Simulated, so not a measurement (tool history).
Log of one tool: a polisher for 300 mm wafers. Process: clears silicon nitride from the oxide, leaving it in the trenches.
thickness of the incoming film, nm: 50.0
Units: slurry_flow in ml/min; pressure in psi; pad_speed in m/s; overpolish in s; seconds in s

run	day	slurry_flow	pressure	pad_speed	overpolish	seconds
1	0	255	1.7	0.94	2	106.03
2	0.162	255	1.4	0.94	2	124.38
3	0.508	250	1.2	0.82	2	164.45
4	0.8	250	1.2	0.92	2	146.28
5	0.954	250	1.4	0.92	2	128.38
6	1.188	250	1.2	0.84	2	161.23
7	1.504	245	1.1	0.78	2	184.6
8	1.529	245	1.1	0.78	2	187.71
9	1.817	235	1	0.76	2	208.54
10	1.933	220	0.9	0.76	2	227.93
11	2.167	205	0.9	0.76	2	232.14
12	2.379	195	0.9	0.76	2	235.24
13	2.583	185	0.9	0.76	2	239.9
14	2.642	180	0.9	0.76	2	233.32
15	2.733	180	0.8	0.68	2	291.99
16	2.896	195	0.8	0.68	2	284.47
17	3.179	205	0.8	0.68	2	287.46
18	3.296	215	0.8	0.68	2	279.78
19	3.462	255	0.9	0.68	2	252.65
20	3.571	250	0.9	0.68	2	253.72

The next listed run, before its measurement:
21	3.712	245	0.9	0.68	2	?

{"run 21": {"seconds": 253.28}}
